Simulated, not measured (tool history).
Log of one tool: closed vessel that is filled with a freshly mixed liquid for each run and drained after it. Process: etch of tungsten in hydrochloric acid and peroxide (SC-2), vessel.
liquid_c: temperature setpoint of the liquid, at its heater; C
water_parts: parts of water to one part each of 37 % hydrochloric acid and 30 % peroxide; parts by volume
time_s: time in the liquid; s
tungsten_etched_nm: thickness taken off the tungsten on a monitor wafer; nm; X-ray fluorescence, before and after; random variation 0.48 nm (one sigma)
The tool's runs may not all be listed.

run,hour,liquid_c,water_parts,time_s,tungsten_etched_nm
1,0.0,46.0,11.0,220,50.026
2,5.2,46.0,11.0,240,54.395
3,7.8,46.0,14.5,240,42.790
4,10.3,50.0,14.0,240,57.944
5,12.6,53.0,13.5,240,72.891
6,15.2,49.5,13.5,240,58.225
7,19.6,52.5,13.5,240,70.982
8,25.7,52.5,13.5,240,71.236
9,28.0,55.0,13.5,240,82.878

The next listed run, before its measurement:
10,31.9,57.0,13.0,240,?

{"run 10": {"tungsten_etched_nm": 97.032}}
